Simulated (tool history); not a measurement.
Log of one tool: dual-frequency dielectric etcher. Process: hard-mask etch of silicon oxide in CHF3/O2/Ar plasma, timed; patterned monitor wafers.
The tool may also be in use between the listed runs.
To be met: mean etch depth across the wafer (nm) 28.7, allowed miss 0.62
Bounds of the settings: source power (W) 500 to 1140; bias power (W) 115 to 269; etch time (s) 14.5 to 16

run	day	source power (W)	bias power (W)	etch time (s)	mean etch depth across the wafer (nm)
1	0	820	192	16	31.976
2	0.162	790	190	16	31.542
3	0.192	760	188	16	30.708
4	0.304	740	187	16	30.523
5	0.408	720	186	16	30.305
6	0.508	720	213	16	31.279
7	0.858	700	211	16	31.26
8	1.079	680	209	16	29.96
9	1.154	670	209	16	30.33
10	1.308	660	208	16	29.807
11	1.388	650	208	16	29.843
12	1.425	640	207	16	29.398

Which of these 4 next moves meets every target?
A	1.462	730	178	16	?
B	1.462	660	194	15.5	?
C	1.462	630	230	16	?
D	1.462	680	212	16	?

move	mean etch depth across the wafer (nm)
A	30.181
B	28.572
C	30.162
D	30.528
A: further off than the last run
B: meets every target
C: further off than the last run
D: further off than the last run
Answer: B

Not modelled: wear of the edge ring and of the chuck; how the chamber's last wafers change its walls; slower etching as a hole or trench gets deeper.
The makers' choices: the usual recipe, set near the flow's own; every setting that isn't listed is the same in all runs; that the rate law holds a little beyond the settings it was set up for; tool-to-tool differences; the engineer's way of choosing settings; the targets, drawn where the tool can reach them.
